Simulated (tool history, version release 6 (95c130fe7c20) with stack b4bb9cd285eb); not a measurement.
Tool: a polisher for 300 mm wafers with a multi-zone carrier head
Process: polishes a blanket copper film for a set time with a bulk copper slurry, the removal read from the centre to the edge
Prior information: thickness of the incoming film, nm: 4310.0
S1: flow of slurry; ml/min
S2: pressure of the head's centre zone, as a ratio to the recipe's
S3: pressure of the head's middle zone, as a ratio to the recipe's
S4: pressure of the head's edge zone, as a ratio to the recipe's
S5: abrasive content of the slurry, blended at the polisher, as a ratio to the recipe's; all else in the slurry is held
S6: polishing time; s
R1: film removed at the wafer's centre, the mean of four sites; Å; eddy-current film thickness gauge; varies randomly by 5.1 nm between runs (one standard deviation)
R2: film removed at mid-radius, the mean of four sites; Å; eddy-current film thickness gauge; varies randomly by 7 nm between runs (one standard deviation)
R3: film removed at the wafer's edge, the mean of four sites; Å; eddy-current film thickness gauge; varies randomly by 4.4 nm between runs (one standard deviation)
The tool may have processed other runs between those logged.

Run 1, hour 0.0: S1 180 ml/min, S2 1.00, S3 1.00, S4 1.00, S5 1.00, S6 57 s. Result: R1 4407.1 Å, R2 4474.1 Å, R3 4498.0 Å.
Run 2, hour 4.2: S1 190 ml/min, S2 1.02, S3 1.02, S4 1.02, S5 1.10, S6 58 s. Result: R1 4683.3 Å, R2 4771.5 Å, R3 4736.4 Å.
Run 3, hour 6.6: S1 190 ml/min, S2 1.02, S3 1.10, S4 1.02, S5 1.10, S6 58 s. Result: R1 4735.7 Å, R2 5156.5 Å, R3 4720.6 Å.
Run 4, hour 13.4: S1 200 ml/min, S2 1.04, S3 1.11, S4 1.04, S5 1.15, S6 58 s. Result: R1 4843.4 Å, R2 5381.4 Å, R3 4932.4 Å.
Run 5, hour 14.2: S1 200 ml/min, S2 1.04, S3 1.11, S4 1.04, S5 1.15, S6 70 s. Result: R1 5832.4 Å, R2 6474.1 Å, R3 5800.4 Å.
Run 6, hour 18.0: S1 200 ml/min, S2 1.04, S3 1.11, S4 1.04, S5 1.05, S6 70 s. Result: R1 5757.8 Å, R2 6158.8 Å, R3 5760.0 Å.
Run 7, hour 22.3: S1 200 ml/min, S2 1.04, S3 1.11, S4 1.04, S5 1.05, S6 70 s. Result: R1 5823.2 Å, R2 6233.3 Å, R3 5687.0 Å.

Run 8 comes next. What will it give?
Run 8, hour 28.4: S1 205 ml/min, S2 1.05, S3 1.11, S4 1.04, S5 1.05, S6 70 s. Result: R1 ?, R2 ?, R3 ?.

Run 8 yielded R1 5775.5 Å, R2 6274.5 Å, R3 5706.4 Å.
